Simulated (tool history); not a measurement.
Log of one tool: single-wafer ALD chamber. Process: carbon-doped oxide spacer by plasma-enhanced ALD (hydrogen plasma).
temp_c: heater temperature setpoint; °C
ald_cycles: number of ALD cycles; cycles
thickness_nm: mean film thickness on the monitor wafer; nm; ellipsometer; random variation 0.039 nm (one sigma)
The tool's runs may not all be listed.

run,hour,temp_c,ald_cycles,thickness_nm
1,0,420,315,14.51
2,3.1,421,305,14.132
3,6,421,349,16.156
4,11.6,421,333,15.376
5,16.3,421,377,17.33
6,20.2,429,377,17.086
7,26.4,430,359,16.251
8,33.6,431,343,15.415
9,35,441,293,12.716
10,43.7,441,286,12.399
11,49.6,441,280,12.192
12,52.5,441,275,11.92

The next listed run, before its measurement:
13,59.8,444,232,?

{"run 13": {"thickness_nm": 9.9815}}

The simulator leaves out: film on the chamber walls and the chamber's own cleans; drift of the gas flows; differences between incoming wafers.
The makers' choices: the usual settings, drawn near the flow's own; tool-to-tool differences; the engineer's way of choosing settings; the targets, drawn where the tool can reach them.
